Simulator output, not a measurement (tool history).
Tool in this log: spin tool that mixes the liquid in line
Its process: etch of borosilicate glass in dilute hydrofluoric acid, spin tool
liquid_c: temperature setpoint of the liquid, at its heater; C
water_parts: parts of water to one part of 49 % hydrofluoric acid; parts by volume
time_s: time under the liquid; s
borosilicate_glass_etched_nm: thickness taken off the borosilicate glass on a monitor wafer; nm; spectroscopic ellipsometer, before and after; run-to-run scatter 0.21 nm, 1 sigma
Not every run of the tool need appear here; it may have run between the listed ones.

{"run": 1, "day": 0.0, "liquid_c": 24, "water_parts": 165, "time_s": 150, "borosilicate_glass_etched_nm": 38.327}
{"run": 2, "day": 0.208, "liquid_c": 22.5, "water_parts": 175, "time_s": 150, "borosilicate_glass_etched_nm": 34.243}
{"run": 3, "day": 0.338, "liquid_c": 22.5, "water_parts": 175, "time_s": 160, "borosilicate_glass_etched_nm": 35.446}
{"run": 4, "day": 0.4, "liquid_c": 22.5, "water_parts": 175, "time_s": 160, "borosilicate_glass_etched_nm": 36.033}
{"run": 5, "day": 0.75, "liquid_c": 21.5, "water_parts": 180, "time_s": 160, "borosilicate_glass_etched_nm": 33.432}
{"run": 6, "day": 1.112, "liquid_c": 24.5, "water_parts": 180, "time_s": 160, "borosilicate_glass_etched_nm": 37.302}
{"run": 7, "day": 1.333, "liquid_c": 23, "water_parts": 185, "time_s": 160, "borosilicate_glass_etched_nm": 33.899}

Run 8 has not been measured yet. What should we expect?
{"run": 8, "day": 1.492, "liquid_c": 22, "water_parts": 190, "time_s": 160, "borosilicate_glass_etched_nm": "?"}

borosilicate_glass_etched_nm: 32.005 nm
